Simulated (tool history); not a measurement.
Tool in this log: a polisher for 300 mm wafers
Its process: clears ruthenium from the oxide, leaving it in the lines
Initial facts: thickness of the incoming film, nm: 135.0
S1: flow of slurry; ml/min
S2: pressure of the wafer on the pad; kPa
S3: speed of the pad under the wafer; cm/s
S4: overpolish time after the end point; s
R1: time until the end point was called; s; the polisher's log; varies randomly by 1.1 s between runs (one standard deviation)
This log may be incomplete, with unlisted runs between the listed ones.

{"run": 1, "hour": 0.0, "S1": 225, "S2": 16.5, "S3": 108, "S4": 40, "R1": 104.68}
{"run": 2, "hour": 5.4, "S1": 270, "S2": 16.5, "S3": 108, "S4": 40, "R1": 104.8}
{"run": 3, "hour": 13.6, "S1": 270, "S2": 18.6, "S3": 110, "S4": 40, "R1": 90.07}
{"run": 4, "hour": 22.3, "S1": 270, "S2": 18.6, "S3": 130, "S4": 40, "R1": 78.383}
{"run": 5, "hour": 23.0, "S1": 270, "S2": 17.2, "S3": 130, "S4": 40, "R1": 82.197}
{"run": 6, "hour": 23.6, "S1": 270, "S2": 15.2, "S3": 130, "S4": 40, "R1": 92.734}
{"run": 7, "hour": 27.1, "S1": 270, "S2": 16.5, "S3": 132, "S4": 40, "R1": 85.647}

Predict the results of run 8:
{"run": 8, "hour": 28.3, "S1": 270, "S2": 17.2, "S3": 132, "S4": 40, "R1": "?"}

{"run 8": {"R1": 79.794}}
